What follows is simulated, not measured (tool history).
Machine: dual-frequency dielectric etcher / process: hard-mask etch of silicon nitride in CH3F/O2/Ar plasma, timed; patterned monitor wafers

run,hour,source power (kW),bias power (kW),etch time (s),mean etch depth across the wafer (Å)
1,0.0,0.360,0.064,242.5,1497.4
2,9.0,0.370,0.065,242.5,1516.8
3,9.8,0.370,0.065,253.0,1600.2
4,10.9,0.370,0.073,253.0,1634.3
5,17.0,0.370,0.062,253.0,1573.0
6,18.4,0.370,0.062,253.0,1546.3
7,22.6,0.380,0.063,253.0,1583.2
8,30.8,0.390,0.064,253.0,1631.4

What does the tool deliver on the next run?
9,36.7,0.400,0.064,253.0,?

mean etch depth across the wafer (Å): 1632.9

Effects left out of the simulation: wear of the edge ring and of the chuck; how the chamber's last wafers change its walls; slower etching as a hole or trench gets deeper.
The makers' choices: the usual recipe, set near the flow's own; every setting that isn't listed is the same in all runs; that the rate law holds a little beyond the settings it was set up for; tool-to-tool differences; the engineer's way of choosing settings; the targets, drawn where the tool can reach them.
